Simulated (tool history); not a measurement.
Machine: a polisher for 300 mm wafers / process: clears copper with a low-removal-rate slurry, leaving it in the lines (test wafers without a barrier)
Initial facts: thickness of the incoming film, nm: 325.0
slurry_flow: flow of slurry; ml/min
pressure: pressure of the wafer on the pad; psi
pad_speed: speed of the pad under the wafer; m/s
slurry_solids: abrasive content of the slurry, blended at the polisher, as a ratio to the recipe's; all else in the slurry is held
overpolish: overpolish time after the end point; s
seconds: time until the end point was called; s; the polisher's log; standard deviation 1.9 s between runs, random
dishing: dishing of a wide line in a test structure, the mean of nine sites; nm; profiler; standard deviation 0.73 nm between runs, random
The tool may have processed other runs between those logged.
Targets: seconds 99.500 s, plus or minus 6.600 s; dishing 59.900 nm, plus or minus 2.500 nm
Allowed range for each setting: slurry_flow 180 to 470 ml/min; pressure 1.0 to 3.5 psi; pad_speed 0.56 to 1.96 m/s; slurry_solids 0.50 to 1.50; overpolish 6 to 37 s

{"run": 1, "hour": 0.0, "slurry_flow": 300, "pressure": 2.2, "pad_speed": 1.26, "slurry_solids": 1.0, "overpolish": 19, "seconds": 94.295, "dishing": 41.396}
{"run": 2, "hour": 2.0, "slurry_flow": 300, "pressure": 2.2, "pad_speed": 1.26, "slurry_solids": 0.9, "overpolish": 19, "seconds": 97.129, "dishing": 40.916}
{"run": 3, "hour": 9.5, "slurry_flow": 300, "pressure": 2.2, "pad_speed": 1.26, "slurry_solids": 1.05, "overpolish": 19, "seconds": 92.805, "dishing": 41.085}
{"run": 4, "hour": 18.5, "slurry_flow": 300, "pressure": 2.2, "pad_speed": 1.26, "slurry_solids": 1.05, "overpolish": 12, "seconds": 96.067, "dishing": 28.669}
{"run": 5, "hour": 25.9, "slurry_flow": 300, "pressure": 2.2, "pad_speed": 1.14, "slurry_solids": 1.05, "overpolish": 12, "seconds": 100.86, "dishing": 25.988}
{"run": 6, "hour": 28.6, "slurry_flow": 330, "pressure": 2.2, "pad_speed": 1.14, "slurry_solids": 1.05, "overpolish": 12, "seconds": 103.93, "dishing": 26.151}
{"run": 7, "hour": 30.5, "slurry_flow": 345, "pressure": 2.2, "pad_speed": 1.2, "slurry_solids": 0.95, "overpolish": 16, "seconds": 102.02, "dishing": 34.599}
{"run": 8, "hour": 34.5, "slurry_flow": 370, "pressure": 2.3, "pad_speed": 1.22, "slurry_solids": 0.85, "overpolish": 18, "seconds": 97.288, "dishing": 39.062}
{"run": 9, "hour": 39.5, "slurry_flow": 385, "pressure": 2.3, "pad_speed": 1.18, "slurry_solids": 0.95, "overpolish": 27, "seconds": 97.021, "dishing": 54.111}
{"run": 10, "hour": 43.2, "slurry_flow": 385, "pressure": 2.3, "pad_speed": 1.18, "slurry_solids": 0.9, "overpolish": 27, "seconds": 94.347, "dishing": 52.649}
{"run": 11, "hour": 45.0, "slurry_flow": 385, "pressure": 2.3, "pad_speed": 1.2, "slurry_solids": 0.85, "overpolish": 28, "seconds": 97.832, "dishing": 55.784}
{"hour": 47.0, "done": "head pressure recalibrated"}
{"run": 12, "hour": 47.0, "slurry_flow": 385, "pressure": 2.3, "pad_speed": 1.2, "slurry_solids": 0.8, "overpolish": 28, "seconds": 94.324, "dishing": 57.319}

Consider the 4 candidate settings below. Which is the only one whose results all fall within their allowed miss of target?
{"run": "A", "hour": 49.0, "slurry_flow": 400, "pressure": 2.4, "pad_speed": 1.14, "slurry_solids": 0.7, "overpolish": 27, "seconds": "?", "dishing": "?"}
{"run": "B", "hour": 49.0, "slurry_flow": 445, "pressure": 2.3, "pad_speed": 1.3, "slurry_solids": 0.9, "overpolish": 27, "seconds": "?", "dishing": "?"}
{"run": "C", "hour": 49.0, "slurry_flow": 355, "pressure": 2.2, "pad_speed": 1.28, "slurry_solids": 0.65, "overpolish": 32, "seconds": "?", "dishing": "?"}
{"run": "D", "hour": 49.0, "slurry_flow": 375, "pressure": 2.2, "pad_speed": 1.22, "slurry_solids": 0.8, "overpolish": 27, "seconds": "?", "dishing": "?"}

move=A seconds=97.037 dishing=54.392
move=B seconds=83.249 dishing=60.899
move=C seconds=96.990 dishing=61.410
move=D seconds=96.190 dishing=54.371
A: misses by more than the last run did
B: brings the last run's worst result on target, with another outside its allowed miss
C: all results land within tolerance of their targets
D: misses by more than the last run did
Correct choice: C, which meets every target
